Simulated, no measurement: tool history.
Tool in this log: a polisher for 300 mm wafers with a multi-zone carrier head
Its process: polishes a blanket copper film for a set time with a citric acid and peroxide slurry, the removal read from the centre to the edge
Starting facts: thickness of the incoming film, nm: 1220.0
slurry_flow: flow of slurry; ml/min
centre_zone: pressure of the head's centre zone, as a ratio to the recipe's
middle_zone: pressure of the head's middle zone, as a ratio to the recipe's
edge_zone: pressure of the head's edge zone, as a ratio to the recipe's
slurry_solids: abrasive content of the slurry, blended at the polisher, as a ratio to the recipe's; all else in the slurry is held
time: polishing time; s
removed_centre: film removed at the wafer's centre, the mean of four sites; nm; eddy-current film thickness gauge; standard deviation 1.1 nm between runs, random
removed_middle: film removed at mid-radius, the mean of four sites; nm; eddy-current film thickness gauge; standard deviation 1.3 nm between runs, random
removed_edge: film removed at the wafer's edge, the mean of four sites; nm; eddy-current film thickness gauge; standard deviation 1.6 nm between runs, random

{"run": 1, "hour": 0.0, "slurry_flow": 320, "centre_zone": 1.0, "middle_zone": 1.0, "edge_zone": 1.0, "slurry_solids": 1.0, "time": 85, "removed_centre": 168.43, "removed_middle": 161.58, "removed_edge": 165.99}
{"run": 2, "hour": 3.8, "slurry_flow": 320, "centre_zone": 1.0, "middle_zone": 1.07, "edge_zone": 1.0, "slurry_solids": 1.0, "time": 85, "removed_centre": 168.68, "removed_middle": 173.07, "removed_edge": 166.56}
{"run": 3, "hour": 11.1, "slurry_flow": 315, "centre_zone": 0.98, "middle_zone": 1.04, "edge_zone": 1.0, "slurry_solids": 0.95, "time": 81, "removed_centre": 157.79, "removed_middle": 151.99, "removed_edge": 151.69}
{"run": 4, "hour": 19.1, "slurry_flow": 315, "centre_zone": 0.98, "middle_zone": 1.04, "edge_zone": 1.0, "slurry_solids": 0.85, "time": 81, "removed_centre": 150.74, "removed_middle": 153.3, "removed_edge": 152.88}
{"run": 5, "hour": 27.4, "slurry_flow": 315, "centre_zone": 0.98, "middle_zone": 1.04, "edge_zone": 1.05, "slurry_solids": 0.85, "time": 81, "removed_centre": 152.2, "removed_middle": 155.33, "removed_edge": 157.01}
{"run": 6, "hour": 33.7, "slurry_flow": 310, "centre_zone": 0.96, "middle_zone": 1.02, "edge_zone": 1.05, "slurry_solids": 0.8, "time": 78, "removed_centre": 139.67, "removed_middle": 142.73, "removed_edge": 146.31}
{"run": 7, "hour": 40.6, "slurry_flow": 310, "centre_zone": 0.96, "middle_zone": 1.02, "edge_zone": 1.05, "slurry_solids": 0.8, "time": 78, "removed_centre": 138.48, "removed_middle": 143.5, "removed_edge": 141.98}
{"run": 8, "hour": 45.9, "slurry_flow": 295, "centre_zone": 0.86, "middle_zone": 0.92, "edge_zone": 1.07, "slurry_solids": 0.55, "time": 56, "removed_centre": 84.235, "removed_middle": 88.595, "removed_edge": 99.028}
{"run": 9, "hour": 51.9, "slurry_flow": 295, "centre_zone": 0.87, "middle_zone": 0.92, "edge_zone": 1.08, "slurry_solids": 0.55, "time": 56, "removed_centre": 83.465, "removed_middle": 86.535, "removed_edge": 96.046}
{"run": 10, "hour": 58.2, "slurry_flow": 300, "centre_zone": 0.87, "middle_zone": 0.87, "edge_zone": 1.11, "slurry_solids": 0.8, "time": 61, "removed_centre": 98.819, "removed_middle": 98.541, "removed_edge": 117.7}
{"run": 11, "hour": 59.4, "slurry_flow": 300, "centre_zone": 0.87, "middle_zone": 0.87, "edge_zone": 1.1, "slurry_solids": 0.8, "time": 61, "removed_centre": 98.834, "removed_middle": 96.993, "removed_edge": 114.64}
{"run": 12, "hour": 62.7, "slurry_flow": 300, "centre_zone": 0.87, "middle_zone": 0.87, "edge_zone": 1.09, "slurry_solids": 0.8, "time": 61, "removed_centre": 99.344, "removed_middle": 99.4, "removed_edge": 112.77}
{"run": 13, "hour": 63.3, "slurry_flow": 300, "centre_zone": 0.87, "middle_zone": 0.86, "edge_zone": 1.09, "slurry_solids": 0.8, "time": 61, "removed_centre": 98.96, "removed_middle": 98.094, "removed_edge": 115.23}
{"run": 14, "hour": 71.0, "slurry_flow": 300, "centre_zone": 0.87, "middle_zone": 0.86, "edge_zone": 1.08, "slurry_solids": 0.8, "time": 61, "removed_centre": 100.32, "removed_middle": 99.378, "removed_edge": 110.53}
{"run": 15, "hour": 76.4, "slurry_flow": 300, "centre_zone": 0.87, "middle_zone": 0.85, "edge_zone": 1.08, "slurry_solids": 0.8, "time": 61, "removed_centre": 99.984, "removed_middle": 94.357, "removed_edge": 117.65}
{"run": 16, "hour": 82.5, "slurry_flow": 300, "centre_zone": 0.84, "middle_zone": 0.87, "edge_zone": 1.04, "slurry_solids": 0.65, "time": 59, "removed_centre": 86.84, "removed_middle": 90.437, "removed_edge": 102.0}

What will run 17 give?
{"run": 17, "hour": 91.1, "slurry_flow": 300, "centre_zone": 0.84, "middle_zone": 0.87, "edge_zone": 1.05, "slurry_solids": 0.65, "time": 59, "removed_centre": "?", "removed_middle": "?", "removed_edge": "?"}

removed_centre: 89.143 nm
removed_middle: 90.945 nm
removed_edge: 106.410 nm

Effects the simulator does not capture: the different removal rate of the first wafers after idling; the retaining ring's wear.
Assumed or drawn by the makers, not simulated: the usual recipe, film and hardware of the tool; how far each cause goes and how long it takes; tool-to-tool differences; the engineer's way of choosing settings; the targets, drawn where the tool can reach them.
